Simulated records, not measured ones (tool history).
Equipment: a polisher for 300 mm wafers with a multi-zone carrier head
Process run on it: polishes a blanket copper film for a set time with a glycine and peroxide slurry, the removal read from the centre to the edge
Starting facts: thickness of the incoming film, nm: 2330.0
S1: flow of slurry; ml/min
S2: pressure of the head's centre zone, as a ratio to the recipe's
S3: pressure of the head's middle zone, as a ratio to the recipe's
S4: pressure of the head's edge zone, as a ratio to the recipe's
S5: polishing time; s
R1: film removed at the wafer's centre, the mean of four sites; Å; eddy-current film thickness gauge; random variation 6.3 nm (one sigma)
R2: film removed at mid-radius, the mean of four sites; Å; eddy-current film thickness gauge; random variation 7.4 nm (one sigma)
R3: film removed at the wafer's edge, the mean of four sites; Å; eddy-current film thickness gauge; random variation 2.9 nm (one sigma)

run  hour   S1    S2    S3    S4  S5      R1      R2      R3
  1   0.0  165  1.00  1.00  1.00  85  3655.4  3719.2  3854.7
  2   6.5  170  1.00  1.02  1.00  86  3680.5  3798.5  3864.4
  3   9.8  175  1.00  1.04  1.00  88  3914.1  3885.1  3999.1
  4  13.5  175  1.00  1.08  1.00  88  3752.6  4031.6  3950.9
  5  21.3  175  1.00  1.09  0.99  90  3950.0  4221.0  4015.7
  6  28.7  175  0.99  1.10  0.99  91  3894.5  4157.8  4119.1
  7  30.0  175  0.99  1.11  0.97  93  4021.3  4472.1  4110.0
  8  37.7  180  0.99  1.12  0.97  94  4031.0  4589.4  4222.6
  9  41.0  185  0.99  1.13  0.97  95  4080.8  4640.4  4265.3
 10  41.9  190  0.99  1.14  0.97  96  4162.9  4712.8  4322.2
 11  49.5  190  0.99  1.15  0.97  97  4247.0  4880.0  4347.3
 12  55.4  190  0.99  1.15  0.97  97  4255.7  4842.4  4313.1
 13  60.2  190  0.99  1.15  0.97  98  4315.5  4904.2  4420.5
 14  64.3  195  0.99  1.15  0.97  98  4371.9  4837.4  4348.2

Expected results for the next run?
 15  68.3  195  0.99  1.15  0.97  99   ?   ?   ?

Logged for run 15: R1 4393.4 Å, R2 4955.1 Å, R3 4491.5 Å.
